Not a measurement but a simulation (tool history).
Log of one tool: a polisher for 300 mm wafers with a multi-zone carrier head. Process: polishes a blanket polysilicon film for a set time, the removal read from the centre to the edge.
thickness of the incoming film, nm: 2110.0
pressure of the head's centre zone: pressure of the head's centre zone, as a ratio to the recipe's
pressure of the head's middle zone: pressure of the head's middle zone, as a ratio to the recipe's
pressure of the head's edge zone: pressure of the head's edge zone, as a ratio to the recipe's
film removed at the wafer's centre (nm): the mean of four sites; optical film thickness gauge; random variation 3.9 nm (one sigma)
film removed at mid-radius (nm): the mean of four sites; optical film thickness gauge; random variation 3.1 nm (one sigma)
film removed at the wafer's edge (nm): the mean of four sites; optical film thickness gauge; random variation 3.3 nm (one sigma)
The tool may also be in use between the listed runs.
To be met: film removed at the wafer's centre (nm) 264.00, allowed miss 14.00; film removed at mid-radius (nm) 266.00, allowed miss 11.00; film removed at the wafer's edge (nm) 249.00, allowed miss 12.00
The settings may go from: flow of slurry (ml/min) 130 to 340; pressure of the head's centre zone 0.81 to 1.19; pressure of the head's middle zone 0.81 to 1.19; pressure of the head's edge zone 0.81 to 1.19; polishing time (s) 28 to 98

| run | hour | flow of slurry (ml/min) | pressure of the head's centre zone | pressure of the head's middle zone | pressure of the head's edge zone | polishing time (s) | film removed at the wafer's centre (nm) | film removed at mid-radius (nm) | film removed at the wafer's edge (nm) |
|---|---|---|---|---|---|---|---|---|---|
| 1 | 0.0 | 220 | 1.00 | 1.00 | 1.00 | 63 | 408.93 | 415.93 | 412.74 |
| 2 | 0.6 | 220 | 1.00 | 1.00 | 0.97 | 55 | 352.12 | 355.15 | 350.86 |
| 3 | 6.0 | 220 | 1.00 | 1.00 | 0.97 | 64 | 420.48 | 426.41 | 414.12 |
| 4 | 7.3 | 220 | 1.00 | 1.00 | 0.88 | 64 | 406.66 | 421.23 | 391.30 |
| 5 | 11.2 | 220 | 1.00 | 1.00 | 0.86 | 57 | 364.06 | 377.00 | 335.62 |
| 6 | 16.4 | 215 | 0.99 | 0.98 | 0.86 | 52 | 324.09 | 328.82 | 311.72 |
| 7 | 20.3 | 215 | 0.99 | 0.98 | 0.85 | 49 | 311.23 | 316.47 | 288.23 |
| 8 | 28.8 | 210 | 0.98 | 0.97 | 0.84 | 47 | 294.94 | 297.13 | 283.77 |
| 9 | 30.6 | 210 | 1.00 | 0.99 | 0.82 | 37 | 232.51 | 244.99 | 218.36 |
| 10 | 36.6 | 220 | 1.00 | 0.98 | 0.84 | 38 | 245.02 | 249.27 | 222.58 |
| 11 | 41.4 | 220 | 1.00 | 0.98 | 0.84 | 38 | 238.80 | 249.65 | 225.81 |
| 12 | 44.1 | 240 | 1.04 | 0.99 | 0.93 | 42 | 285.50 | 282.09 | 261.94 |
| 13 | 50.5 | 230 | 1.03 | 0.99 | 0.92 | 42 | 274.33 | 278.55 | 257.80 |

Which of these 4 next moves meets every target?
| A | 56.9 | 210 | 1.04 | 1.02 | 0.96 | 40 | ? | ? | ? |
| B | 56.9 | 275 | 1.05 | 1.10 | 1.02 | 40 | ? | ? | ? |
| C | 56.9 | 250 | 1.01 | 1.14 | 0.89 | 40 | ? | ? | ? |
| D | 56.9 | 230 | 1.08 | 0.90 | 0.92 | 42 | ? | ? | ? |

| move | film removed at the wafer's centre (nm) | film removed at mid-radius (nm) | film removed at the wafer's edge (nm) |
|---|---|---|---|
| A | 268.43 | 269.97 | 255.02 |
| B | 281.21 | 297.41 | 268.81 |
| C | 267.36 | 303.57 | 249.92 |
| D | 296.44 | 258.26 | 265.27 |
A: meets every target
B: further off than the last run
C: further off than the last run
D: brings the result that was furthest off to its target, and leaves another outside
The right move is A.
